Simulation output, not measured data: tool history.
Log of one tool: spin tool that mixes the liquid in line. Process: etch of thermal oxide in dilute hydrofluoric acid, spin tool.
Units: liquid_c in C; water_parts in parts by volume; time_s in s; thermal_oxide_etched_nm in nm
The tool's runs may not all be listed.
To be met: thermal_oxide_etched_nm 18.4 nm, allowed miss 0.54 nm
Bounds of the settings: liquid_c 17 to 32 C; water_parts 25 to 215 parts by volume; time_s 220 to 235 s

Run 1, hour 0: liquid_c 24 C, water_parts 120 parts by volume, time_s 220 s. Result: thermal_oxide_etched_nm 7.3464 nm.
Run 2, hour 4.5: liquid_c 24 C, water_parts 145 parts by volume, time_s 220 s. Result: thermal_oxide_etched_nm 5.8941 nm.
Run 3, hour 6: liquid_c 22 C, water_parts 145 parts by volume, time_s 220 s. Result: thermal_oxide_etched_nm 5.4903 nm.
Run 4, hour 14.2: liquid_c 23.5 C, water_parts 130 parts by volume, time_s 220 s. Result: thermal_oxide_etched_nm 6.5455 nm.
Run 5, hour 18.6: liquid_c 20 C, water_parts 130 parts by volume, time_s 220 s. Result: thermal_oxide_etched_nm 5.6696 nm.
Run 6, hour 26.2: liquid_c 22 C, water_parts 115 parts by volume, time_s 220 s. Result: thermal_oxide_etched_nm 7.1091 nm.
At hour 32.5: hydrofluoric acid flow meter replaced.
Run 7, hour 32.5: liquid_c 23.5 C, water_parts 105 parts by volume, time_s 220 s. Result: thermal_oxide_etched_nm 9.2071 nm.
Run 8, hour 37.5: liquid_c 25 C, water_parts 100 parts by volume, time_s 220 s. Result: thermal_oxide_etched_nm 10.373 nm.
Run 9, hour 43.2: liquid_c 29 C, water_parts 65 parts by volume, time_s 220 s. Result: thermal_oxide_etched_nm 19.518 nm.
Run 10, hour 49.2: liquid_c 28.5 C, water_parts 65 parts by volume, time_s 220 s. Result: thermal_oxide_etched_nm 19.119 nm.

Which of these 4 next moves meets every target?
Run A, hour 55.2: liquid_c 32 C, water_parts 80 parts by volume, time_s 235 s. Result: thermal_oxide_etched_nm ?.
Run B, hour 55.2: liquid_c 28 C, water_parts 75 parts by volume, time_s 235 s. Result: thermal_oxide_etched_nm ?.
Run C, hour 55.2: liquid_c 29.5 C, water_parts 75 parts by volume, time_s 220 s. Result: thermal_oxide_etched_nm ?.
Run D, hour 55.2: liquid_c 30.5 C, water_parts 70 parts by volume, time_s 235 s. Result: thermal_oxide_etched_nm ?.

move  thermal_oxide_etched_nm
   A                   18.418
   B                   16.983
   C                    16.85
   D                   20.189
A: meets every target
B: takes the result that was furthest off past its target
C: takes the result that was furthest off past its target
D: further off than the last run
Answer: A
